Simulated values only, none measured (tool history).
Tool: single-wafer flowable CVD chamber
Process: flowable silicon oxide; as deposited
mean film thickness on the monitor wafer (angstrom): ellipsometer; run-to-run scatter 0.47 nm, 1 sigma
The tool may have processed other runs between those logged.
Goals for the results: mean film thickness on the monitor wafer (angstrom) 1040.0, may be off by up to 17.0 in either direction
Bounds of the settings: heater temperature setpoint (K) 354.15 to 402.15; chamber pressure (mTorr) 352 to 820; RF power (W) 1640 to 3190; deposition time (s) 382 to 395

run    day  heater temperature setpoint (K)  chamber pressure (mTorr)  RF power (W)  deposition time (s)  mean film thickness on the monitor wafer (angstrom)
  1  0.000                           378.15                       586          2415                  382                                               1256.3
  2  0.221                           378.15                       668          2415                  382                                               1426.0
  3  0.433                           382.15                       668          2415                  382                                               1277.4
  4  0.642                           382.15                       668          2170                  382                                               1236.5
  5  0.704                           383.15                       668          2170                  382                                               1209.5
  6  0.925                           383.15                       668          2015                  382                                               1182.2
  7  1.171                           384.15                       668          2015                  382                                               1141.9
  8  1.292                           385.15                       668          2015                  382                                               1110.0
  9  1.429                           386.15                       668          2015                  382                                               1083.6
     1.517  -- capacitance manometer re-zeroed and calibrated
 10  1.517                           387.15                       668          2015                  382                                               1131.2

Exercise: of the 4 proposed moves below, exactly one satisfies all targets within the stated allowed misses. Which move is it?
  A  1.604                           393.15                       738          2620                  395                                                    ?
  B  1.604                           392.15                       649          2470                  382                                                    ?
  C  1.604                           390.15                       712          1705                  383                                                    ?
  D  1.604                           387.15                       731          1935                  395                                                    ?

move  mean film thickness on the monitor wafer (angstrom)
   A                                               1164.5
   B                                               1010.1
   C                                               1047.4
   D                                               1266.9
A: misses by more than the last run did
B: carries the result that was furthest off beyond its target, to the other side
C: each result inside its tolerance
D: misses by more than the last run did
Move C is the one to make.
